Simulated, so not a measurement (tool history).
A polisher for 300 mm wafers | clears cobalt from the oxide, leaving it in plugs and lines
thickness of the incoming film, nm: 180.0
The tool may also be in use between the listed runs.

run  hour  flow of slurry (ml/min)  pressure of the wafer on the pad (kPa)  speed of the pad under the wafer (m/s)  overpolish time after the end point (s)  time until the end point was called (s)  dishing of a wide line in a test structure (Å)
  1   0.0                      235                                    13.8                                    1.26                                       11                                   21.344                                          300.87
  2   7.1                      235                                    13.8                                    1.26                                        7                                   22.582                                          255.00
  3   8.1                      235                                    15.2                                    1.30                                        7                                   18.464                                          288.45
  4  12.9                      235                                    15.2                                    1.12                                        7                                   21.358                                          257.17
  5  20.4                      235                                    16.5                                    1.14                                        7                                   19.619                                          275.94
  6  25.7                      235                                    16.5                                    1.02                                        7                                   21.362                                          257.59
  7  31.1                      235                                    17.2                                    1.08                                        7                                   20.328                                          269.63

Run 8 comes next. What will it give?
  8  34.3                      255                                    21.4                                    1.44                                        4                                        ?                                               ?

time until the end point was called (s): 12.301
dishing of a wide line in a test structure (Å): 264.46

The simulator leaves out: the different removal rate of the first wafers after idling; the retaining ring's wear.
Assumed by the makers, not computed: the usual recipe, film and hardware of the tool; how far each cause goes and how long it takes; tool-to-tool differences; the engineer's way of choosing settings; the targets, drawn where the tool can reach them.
